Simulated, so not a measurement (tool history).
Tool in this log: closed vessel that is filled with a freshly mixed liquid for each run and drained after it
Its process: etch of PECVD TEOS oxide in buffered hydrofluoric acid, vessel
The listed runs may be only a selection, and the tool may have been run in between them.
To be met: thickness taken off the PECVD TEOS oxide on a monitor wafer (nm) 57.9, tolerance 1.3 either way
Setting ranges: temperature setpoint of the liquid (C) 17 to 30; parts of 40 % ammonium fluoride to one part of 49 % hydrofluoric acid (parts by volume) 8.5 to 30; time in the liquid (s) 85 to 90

run,hour,temperature setpoint of the liquid (C),parts of 40 % ammonium fluoride to one part of 49 % hydrofluoric acid (parts by volume),time in the liquid (s),thickness taken off the PECVD TEOS oxide on a monitor wafer (nm)
1,0,22,23.5,85,65.385
2,5.2,22,23.5,90,68.851
3,14,22,23.5,85,64.987
4,15.3,24,23.5,85,72.474
5,19.9,22.5,23.5,85,66.978
6,29.2,22.5,21,85,72.779
7,32.9,21,21,85,66.556
8,39.1,20,21,85,62.522

Pick the move, out of 5, that brings all results within their allowed miss; only one does.
A,45.3,20.5,22.5,85,?
B,45.3,20.5,25,85,?
C,45.3,18,19,85,?
D,45.3,21,24,85,?
E,45.3,22.5,26,85,?

move,thickness taken off the PECVD TEOS oxide on a monitor wafer (nm)
A,62.114
B,57.755
C,61.55
D,61.093
E,62.843
A: closes in on the targets versus the last run, not all within tolerance yet
B: each result inside its tolerance
C: closes in on the targets versus the last run, not all within tolerance yet
D: closes in on the targets versus the last run, not all within tolerance yet
E: lands further from the targets than the last run did
Move B is the one to make.
